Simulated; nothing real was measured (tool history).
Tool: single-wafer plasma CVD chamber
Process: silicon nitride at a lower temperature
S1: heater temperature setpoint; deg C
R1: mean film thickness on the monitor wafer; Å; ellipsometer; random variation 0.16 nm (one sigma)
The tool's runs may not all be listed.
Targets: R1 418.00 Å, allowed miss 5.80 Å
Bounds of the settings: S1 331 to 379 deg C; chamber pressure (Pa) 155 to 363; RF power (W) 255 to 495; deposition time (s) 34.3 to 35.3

Run 1, hour 0.0: S1 355 deg C, chamber pressure (Pa) 259, RF power (W) 375, deposition time (s) 34.3. Result: R1 450.77 Å.
Run 2, hour 0.6: S1 355 deg C, chamber pressure (Pa) 259, RF power (W) 375, deposition time (s) 35.3. Result: R1 460.79 Å.
Run 3, hour 4.4: S1 355 deg C, chamber pressure (Pa) 236, RF power (W) 370, deposition time (s) 35.3. Result: R1 449.04 Å.
Run 4, hour 6.3: S1 355 deg C, chamber pressure (Pa) 219, RF power (W) 370, deposition time (s) 35.3. Result: R1 442.68 Å.
Run 5, hour 9.3: S1 355 deg C, chamber pressure (Pa) 219, RF power (W) 415, deposition time (s) 35.3. Result: R1 474.64 Å.
Run 6, hour 16.8: S1 355 deg C, chamber pressure (Pa) 203, RF power (W) 400, deposition time (s) 35.3. Result: R1 457.26 Å.
Run 7, hour 20.8: S1 355 deg C, chamber pressure (Pa) 191, RF power (W) 390, deposition time (s) 35.3. Result: R1 446.77 Å.
Run 8, hour 27.2: S1 355 deg C, chamber pressure (Pa) 183, RF power (W) 385, deposition time (s) 35.3. Result: R1 437.55 Å.
At hour 34.7: RF generator calibrated.
Run 9, hour 34.7: S1 355 deg C, chamber pressure (Pa) 176, RF power (W) 380, deposition time (s) 35.3. Result: R1 451.60 Å.
Run 10, hour 42.2: S1 355 deg C, chamber pressure (Pa) 176, RF power (W) 320, deposition time (s) 35.0. Result: R1 403.66 Å.
Run 11, hour 49.9: S1 355 deg C, chamber pressure (Pa) 176, RF power (W) 320, deposition time (s) 35.0. Result: R1 402.22 Å.
Run 12, hour 54.3: S1 355 deg C, chamber pressure (Pa) 187, RF power (W) 325, deposition time (s) 35.0. Result: R1 412.76 Å.

4 next moves are on the table. One of them brings every result within its allowed miss. Which?
Run A, hour 58.7: S1 364 deg C, chamber pressure (Pa) 164, RF power (W) 365, deposition time (s) 34.3. Result: R1 ?.
Run B, hour 58.7: S1 358 deg C, chamber pressure (Pa) 157, RF power (W) 335, deposition time (s) 34.9. Result: R1 ?.
Run C, hour 58.7: S1 360 deg C, chamber pressure (Pa) 221, RF power (W) 295, deposition time (s) 35.3. Result: R1 ?.
Run D, hour 58.7: S1 348 deg C, chamber pressure (Pa) 172, RF power (W) 325, deposition time (s) 35.0. Result: R1 ?.

move      R1
   A  416.46
   B  401.19
   C  399.68
   D  402.90
A: meets every target
B: further off than the last run
C: further off than the last run
D: further off than the last run
Move A is the one to make.

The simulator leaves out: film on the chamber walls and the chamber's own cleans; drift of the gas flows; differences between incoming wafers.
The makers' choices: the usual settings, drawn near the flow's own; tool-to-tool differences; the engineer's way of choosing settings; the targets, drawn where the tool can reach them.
